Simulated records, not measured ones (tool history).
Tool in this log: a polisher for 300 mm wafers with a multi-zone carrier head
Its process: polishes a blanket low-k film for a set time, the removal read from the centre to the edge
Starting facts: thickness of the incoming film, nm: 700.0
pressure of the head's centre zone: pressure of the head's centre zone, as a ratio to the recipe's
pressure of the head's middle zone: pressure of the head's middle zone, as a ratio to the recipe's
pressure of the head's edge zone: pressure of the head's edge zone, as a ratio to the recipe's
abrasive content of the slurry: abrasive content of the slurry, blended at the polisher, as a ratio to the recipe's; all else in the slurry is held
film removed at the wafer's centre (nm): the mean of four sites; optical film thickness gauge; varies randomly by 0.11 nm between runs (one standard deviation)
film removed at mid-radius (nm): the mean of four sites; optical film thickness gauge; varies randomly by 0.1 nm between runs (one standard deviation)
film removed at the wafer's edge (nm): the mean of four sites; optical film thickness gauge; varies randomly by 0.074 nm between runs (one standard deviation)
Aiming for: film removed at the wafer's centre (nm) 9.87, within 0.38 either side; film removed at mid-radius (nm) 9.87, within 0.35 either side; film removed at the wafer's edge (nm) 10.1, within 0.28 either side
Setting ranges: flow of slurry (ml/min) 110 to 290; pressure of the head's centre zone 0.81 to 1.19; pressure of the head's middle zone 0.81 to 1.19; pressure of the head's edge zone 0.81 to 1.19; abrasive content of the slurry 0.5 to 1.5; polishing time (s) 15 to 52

run	day	flow of slurry (ml/min)	pressure of the head's centre zone	pressure of the head's middle zone	pressure of the head's edge zone	abrasive content of the slurry	polishing time (s)	film removed at the wafer's centre (nm)	film removed at mid-radius (nm)	film removed at the wafer's edge (nm)
1	0	185	1	1	1	1	33	14.744	14.574	14.625
2	0.279	180	0.98	0.98	0.97	0.9	33	13.715	13.622	13.513
3	0.358	180	0.98	0.98	0.97	0.9	38	15.534	15.566	15.855
4	0.471	145	0.98	0.98	0.97	0.9	38	14.98	14.939	15.241
5	0.55	145	1.06	0.98	0.97	0.9	38	16.362	14.982	15.123
6	0.638	145	1.06	0.98	0.89	0.9	38	16.198	15.014	14.547
7	1	140	1.03	0.96	0.88	0.8	37	14.411	13.083	13.144
8	1.254	140	1	0.96	0.87	0.75	37	13.052	12.649	12.541
9	1.392	140	0.99	0.95	0.86	0.7	37	12.493	11.709	11.891
10	1.462	140	0.97	0.95	0.85	0.65	37	11.63	11.127	10.904
11	1.729	135	0.95	0.94	0.85	0.65	37	10.92	11.11	11.143
12	1.908	130	0.95	0.91	0.83	0.5	36	8.4114	8.0436	8.296
13	2.275	130	0.95	0.91	0.83	0.5	36	8.5105	8.2145	8.2485
14	2.5	150	0.94	0.92	0.86	0.5	36	8.7537	8.4792	8.6659
15	2.612	165	0.93	0.93	0.88	0.5	36	8.6408	8.6504	8.6874
16	2.788	165	0.93	0.93	0.88	0.5	36	8.5086	8.7373	8.875
17	2.967	175	0.94	0.94	0.9	0.5	36	9.0478	8.7823	9.0379
18	3.233	185	0.94	0.95	0.92	0.5	36	9.0412	8.8211	9.0256
19	3.504	190	0.95	1	1.01	0.7	36	12.284	12.681	12.65
20	3.821	155	0.89	0.91	0.91	0.75	36	11.715	11.911	12.681
21	4.088	160	0.92	0.93	0.85	0.5	33	7.9527	7.8208	7.8582
22	4.212	165	0.93	0.95	0.9	0.5	33	7.9673	8.1539	8.2189
23	4.467	170	0.95	0.97	0.94	0.5	33	8.1277	8.1246	8.3036
24	4.662	175	0.97	0.99	0.97	0.5	33	8.3219	8.5487	8.4348
25	4.817	180	0.98	1	1	0.5	33	8.4808	8.5908	8.601
26	5.117	185	0.99	1.01	1.03	0.5	33	8.7593	8.5894	8.7329

Consider the 4 candidate settings below. Which is the only one whose results all fall within their allowed miss of target?
A	5.417	160	1.09	1.1	1.04	0.55	35	?	?	?
B	5.417	215	1.11	1.16	0.96	0.55	33	?	?	?
C	5.417	185	0.93	0.94	0.92	1.05	23	?	?	?
D	5.417	195	1.07	1.1	0.94	0.55	34	?	?	?

move	film removed at the wafer's centre (nm)	film removed at mid-radius (nm)	film removed at the wafer's edge (nm)
A	10.87	10.627	10.044
B	10.936	10.928	9.3841
C	9.8742	9.911	10.046
D	10.703	10.625	9.4916
A: gets the furthest-off result to its target, but another result is out of tolerance
B: an improvement on the last run, though not all results are within tolerance
C: every result lands within tolerance
D: an improvement on the last run, though not all results are within tolerance
So the answer is move C, the one that meets all the targets.
